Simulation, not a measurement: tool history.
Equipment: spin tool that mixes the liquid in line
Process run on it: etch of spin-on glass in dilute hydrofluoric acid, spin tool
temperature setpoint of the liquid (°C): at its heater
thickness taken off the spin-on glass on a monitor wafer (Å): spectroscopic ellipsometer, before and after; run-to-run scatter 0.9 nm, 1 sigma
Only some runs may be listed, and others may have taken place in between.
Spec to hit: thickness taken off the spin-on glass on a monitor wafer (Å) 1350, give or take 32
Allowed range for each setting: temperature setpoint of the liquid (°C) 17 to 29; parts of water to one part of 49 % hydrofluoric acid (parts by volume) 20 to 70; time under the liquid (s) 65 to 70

| run | day | temperature setpoint of the liquid (°C) | parts of water to one part of 49 % hydrofluoric acid (parts by volume) | time under the liquid (s) | thickness taken off the spin-on glass on a monitor wafer (Å) |
|---|---|---|---|---|---|
| 1 | 0 | 21 | 40 | 65 | 773.56 |
| 2 | 0.267 | 21 | 40 | 65 | 786.06 |
| 3 | 0.312 | 23 | 40 | 65 | 842.13 |
| 4 | 0.683 | 21 | 40 | 65 | 781.82 |
| 5 | 0.962 | 21 | 40 | 65 | 775.95 |
| 6 | 0.988 | 19.5 | 40 | 65 | 739.34 |
| 7 | 1.329 | 23.5 | 25 | 65 | 1422.1 |
| 8 | 1.625 | 23 | 25 | 65 | 1388.8 |

Of the 5 settings listed for the next run, only one would bring every result within its allowed miss of target. Which one?
| A | 1.921 | 23.5 | 25 | 65 | ? |
| B | 1.921 | 21 | 25 | 65 | ? |
| C | 1.921 | 22.5 | 25 | 70 | ? |
| D | 1.921 | 24 | 25 | 65 | ? |
| E | 1.921 | 25 | 30 | 70 | ? |

| move | thickness taken off the spin-on glass on a monitor wafer (Å) |
|---|---|
| A | 1398.2 |
| B | 1257 |
| C | 1443.3 |
| D | 1427.9 |
| E | 1327 |
A: lands further from the targets than the last run did
B: the result that was furthest off in the last run now lies on the other side of its target
C: lands further from the targets than the last run did
D: lands further from the targets than the last run did
E: each result inside its tolerance
The right move is E.

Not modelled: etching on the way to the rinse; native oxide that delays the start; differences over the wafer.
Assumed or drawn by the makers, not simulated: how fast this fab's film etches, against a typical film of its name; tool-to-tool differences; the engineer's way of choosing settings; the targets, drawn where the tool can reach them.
